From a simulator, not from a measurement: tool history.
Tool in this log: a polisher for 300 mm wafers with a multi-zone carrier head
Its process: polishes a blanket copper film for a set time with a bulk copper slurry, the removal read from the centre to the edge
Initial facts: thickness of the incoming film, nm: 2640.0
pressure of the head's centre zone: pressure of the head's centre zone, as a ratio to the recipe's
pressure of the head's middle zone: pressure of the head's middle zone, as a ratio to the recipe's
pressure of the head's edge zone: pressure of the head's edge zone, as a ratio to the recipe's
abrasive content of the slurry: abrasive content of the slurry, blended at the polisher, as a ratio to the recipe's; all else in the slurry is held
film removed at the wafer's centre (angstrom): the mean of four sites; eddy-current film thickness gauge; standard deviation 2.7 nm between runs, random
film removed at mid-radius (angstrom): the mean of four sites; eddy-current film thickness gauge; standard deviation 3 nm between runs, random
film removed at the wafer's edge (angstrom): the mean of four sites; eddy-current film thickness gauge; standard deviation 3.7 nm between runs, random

run,day,flow of slurry (ml/min),pressure of the head's centre zone,pressure of the head's middle zone,pressure of the head's edge zone,abrasive content of the slurry,polishing time (s),film removed at the wafer's centre (angstrom),film removed at mid-radius (angstrom),film removed at the wafer's edge (angstrom)
1,0.000,280,1.00,1.00,1.00,1.00,42,3009.1,3000.9,2971.8
2,0.283,295,0.98,1.04,1.01,1.10,43,3108.8,3203.7,3119.8
3,0.546,295,0.91,1.04,1.01,1.10,43,2897.3,3194.1,3156.3
4,0.692,295,0.91,1.04,1.01,0.95,43,2796.2,3148.6,3111.7
5,0.921,240,0.91,1.04,1.01,0.95,43,2781.1,3101.9,3022.8
6,1.125,250,0.89,1.07,0.99,1.05,45,2896.7,3371.8,3197.9
7,1.317,260,0.88,1.09,0.97,1.15,47,3028.9,3640.7,3366.5

Run 8, settings as shown, results not yet in. Your forecast:
8,1.512,265,0.88,1.11,0.96,1.20,48,?,?,?

{"run 8": {"film removed at the wafer's centre (angstrom)": 3104.7, "film removed at mid-radius (angstrom)": 3779.8, "film removed at the wafer's edge (angstrom)": 3453.5}}
